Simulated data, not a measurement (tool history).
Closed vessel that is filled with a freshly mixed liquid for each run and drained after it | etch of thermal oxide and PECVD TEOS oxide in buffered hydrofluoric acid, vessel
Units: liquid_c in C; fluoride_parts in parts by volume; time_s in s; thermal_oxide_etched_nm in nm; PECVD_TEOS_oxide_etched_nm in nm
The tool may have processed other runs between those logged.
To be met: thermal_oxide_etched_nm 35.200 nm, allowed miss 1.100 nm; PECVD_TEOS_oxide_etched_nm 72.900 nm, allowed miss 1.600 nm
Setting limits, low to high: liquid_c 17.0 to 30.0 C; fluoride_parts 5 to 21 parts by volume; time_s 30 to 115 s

run,day,liquid_c,fluoride_parts,time_s,thermal_oxide_etched_nm,PECVD_TEOS_oxide_etched_nm
1,0.000,22.0,13,60,45.074,92.842
2,0.079,21.5,13,60,43.973,90.280
3,0.121,21.0,13,60,42.639,87.710
4,0.150,20.5,13,60,41.300,85.761
5,0.496,20.0,13,60,40.872,83.953
6,0.562,20.0,13,70,47.470,97.829
7,0.850,19.5,13,70,45.775,94.894
8,0.908,19.0,13,70,43.732,91.290

Exactly one of the 4 candidate moves below puts every result within its allowed miss. Which one?
A,0.967,22.0,11,60,?,?
B,0.967,21.5,12,45,?,?
C,0.967,18.5,14,85,?,?
D,0.967,20.0,13,90,?,?

move,thermal_oxide_etched_nm,PECVD_TEOS_oxide_etched_nm
A,53.257,109.470
B,35.687,73.357
C,48.987,100.700
D,60.699,124.770
A: lands further from the targets than the last run did
B: each result inside its tolerance
C: lands further from the targets than the last run did
D: lands further from the targets than the last run did
Go with B: it meets all targets.

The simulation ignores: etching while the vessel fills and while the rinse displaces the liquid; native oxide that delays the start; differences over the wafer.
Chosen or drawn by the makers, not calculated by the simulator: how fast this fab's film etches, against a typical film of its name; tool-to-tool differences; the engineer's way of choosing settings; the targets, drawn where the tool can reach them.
